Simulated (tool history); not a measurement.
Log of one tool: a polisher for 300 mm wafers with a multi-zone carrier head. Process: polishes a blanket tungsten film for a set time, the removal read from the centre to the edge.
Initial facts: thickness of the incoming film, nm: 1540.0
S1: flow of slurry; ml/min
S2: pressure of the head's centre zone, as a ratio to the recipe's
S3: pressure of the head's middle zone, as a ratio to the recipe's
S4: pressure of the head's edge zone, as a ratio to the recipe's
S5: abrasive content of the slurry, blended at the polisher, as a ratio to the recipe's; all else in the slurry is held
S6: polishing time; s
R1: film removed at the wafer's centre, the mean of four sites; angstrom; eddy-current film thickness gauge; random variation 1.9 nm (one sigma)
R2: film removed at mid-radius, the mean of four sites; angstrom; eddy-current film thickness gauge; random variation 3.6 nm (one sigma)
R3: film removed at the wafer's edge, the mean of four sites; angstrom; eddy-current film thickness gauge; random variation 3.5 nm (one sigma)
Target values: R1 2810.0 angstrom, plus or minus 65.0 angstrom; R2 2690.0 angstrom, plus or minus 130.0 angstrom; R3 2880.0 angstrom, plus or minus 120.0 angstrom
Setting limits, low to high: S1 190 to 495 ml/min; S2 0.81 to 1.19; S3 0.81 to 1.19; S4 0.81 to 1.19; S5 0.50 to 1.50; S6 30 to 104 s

Run 1, day 0.000: S1 320 ml/min, S2 1.00, S3 1.00, S4 1.00, S5 1.00, S6 67 s. Result: R1 3090.9 angstrom, R2 3143.7 angstrom, R3 3033.8 angstrom.
Run 2, day 0.075: S1 320 ml/min, S2 1.00, S3 1.00, S4 0.94, S5 1.00, S6 67 s. Result: R1 3140.1 angstrom, R2 3097.1 angstrom, R3 2940.7 angstrom.
Run 3, day 0.238: S1 385 ml/min, S2 1.00, S3 1.00, S4 0.94, S5 1.00, S6 67 s. Result: R1 3166.6 angstrom, R2 3161.2 angstrom, R3 3000.7 angstrom.
Run 4, day 0.271: S1 380 ml/min, S2 0.97, S3 0.96, S4 0.93, S5 0.95, S6 67 s. Result: R1 3089.6 angstrom, R2 2972.2 angstrom, R3 2954.2 angstrom.
Run 5, day 0.512: S1 370 ml/min, S2 0.94, S3 0.94, S4 0.93, S5 0.90, S6 67 s. Result: R1 2957.1 angstrom, R2 2903.4 angstrom, R3 2951.5 angstrom.
Run 6, day 0.554: S1 360 ml/min, S2 0.93, S3 0.92, S4 0.92, S5 0.90, S6 67 s. Result: R1 2948.7 angstrom, R2 2852.2 angstrom, R3 2899.1 angstrom.
Run 7, day 0.771: S1 360 ml/min, S2 0.93, S3 0.92, S4 0.92, S5 0.90, S6 67 s. Result: R1 2946.2 angstrom, R2 2912.8 angstrom, R3 2860.6 angstrom.
Run 8, day 0.817: S1 365 ml/min, S2 0.92, S3 0.90, S4 0.94, S5 0.85, S6 67 s. Result: R1 2908.0 angstrom, R2 2817.3 angstrom, R3 2859.5 angstrom.

Which of these 4 next moves meets every target?
Run A, day 0.862: S1 345 ml/min, S2 0.85, S3 0.83, S4 0.87, S5 0.85, S6 69 s. Result: R1 ?, R2 ?, R3 ?.
Run B, day 0.862: S1 385 ml/min, S2 0.96, S3 0.85, S4 0.86, S5 0.85, S6 69 s. Result: R1 ?, R2 ?, R3 ?.
Run C, day 0.862: S1 450 ml/min, S2 0.95, S3 0.82, S4 1.05, S5 1.15, S6 59 s. Result: R1 ?, R2 ?, R3 ?.
Run D, day 0.862: S1 380 ml/min, S2 0.93, S3 0.81, S4 1.02, S5 0.60, S6 69 s. Result: R1 ?, R2 ?, R3 ?.

move      R1      R2      R3
   A  2815.2  2664.5  2861.0
   B  3079.9  2734.3  2860.0
   C  2820.5  2446.7  2891.6
   D  2801.1  2443.8  2882.5
A: in spec on every target
B: its largest miss is bigger than the last run's
C: brings the last run's worst result on target, with another outside its allowed miss
D: brings the last run's worst result on target, with another outside its allowed miss
A meets every target.
